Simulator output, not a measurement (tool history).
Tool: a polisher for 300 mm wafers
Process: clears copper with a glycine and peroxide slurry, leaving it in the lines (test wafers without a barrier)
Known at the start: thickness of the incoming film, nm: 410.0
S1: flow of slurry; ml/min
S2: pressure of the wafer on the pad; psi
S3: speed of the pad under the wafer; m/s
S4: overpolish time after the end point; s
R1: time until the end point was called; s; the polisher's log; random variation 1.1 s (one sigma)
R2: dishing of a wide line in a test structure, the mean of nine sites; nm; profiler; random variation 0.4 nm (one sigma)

run,hour,S1,S2,S3,S4,R1,R2
1,0.0,130,2.1,1.20,10,72.731,31.639
2,1.7,110,2.1,1.20,10,78.482,30.280
3,8.3,125,2.1,1.20,10,75.148,30.644
4,13.6,140,2.2,1.20,10,69.629,32.564
5,18.3,150,2.3,1.20,10,69.198,34.487
6,25.9,150,2.3,1.06,10,73.047,32.092
7,34.4,155,2.4,1.08,9,71.302,30.858

The next listed run, before its measurement:
8,37.7,160,2.5,1.10,8,?,?

R1: 66.419 s
R2: 28.906 nm
